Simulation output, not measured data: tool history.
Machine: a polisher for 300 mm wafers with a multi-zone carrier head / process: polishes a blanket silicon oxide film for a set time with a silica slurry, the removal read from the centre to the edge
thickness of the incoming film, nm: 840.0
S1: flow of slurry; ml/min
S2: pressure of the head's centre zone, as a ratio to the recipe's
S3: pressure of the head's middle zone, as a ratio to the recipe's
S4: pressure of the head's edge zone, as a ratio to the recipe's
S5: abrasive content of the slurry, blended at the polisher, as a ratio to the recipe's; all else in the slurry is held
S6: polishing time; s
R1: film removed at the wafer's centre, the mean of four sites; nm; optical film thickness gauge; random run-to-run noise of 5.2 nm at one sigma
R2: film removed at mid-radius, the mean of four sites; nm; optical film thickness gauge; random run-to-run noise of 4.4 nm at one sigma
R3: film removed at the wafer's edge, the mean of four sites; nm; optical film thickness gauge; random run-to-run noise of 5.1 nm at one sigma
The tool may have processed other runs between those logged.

run,hour,S1,S2,S3,S4,S5,S6,R1,R2,R3
1,0,130,1,1,1,1,71,332.09,331.47,328.61
2,2.5,130,1,0.93,1,1,71,332.73,318.46,324.54
3,7.1,130,1,0.93,0.94,1,71,324.79,317.92,324.39
4,8.8,105,1,0.93,0.94,1,71,314.47,304.55,308.28
5,16.2,125,0.98,0.89,0.99,1.1,71,326.9,312.41,332.76
6,23.5,125,0.98,0.81,0.99,1.1,71,334.01,292.52,341.3
7,25.9,135,0.97,0.82,1.01,1.2,71,346.1,309.24,342.95

For run 8, what comes out?
8,29,100,0.92,0.81,1.07,1.45,85,?,?,?

{"run 8": {"R1": 392.71, "R2": 367.98, "R3": 451.16}}

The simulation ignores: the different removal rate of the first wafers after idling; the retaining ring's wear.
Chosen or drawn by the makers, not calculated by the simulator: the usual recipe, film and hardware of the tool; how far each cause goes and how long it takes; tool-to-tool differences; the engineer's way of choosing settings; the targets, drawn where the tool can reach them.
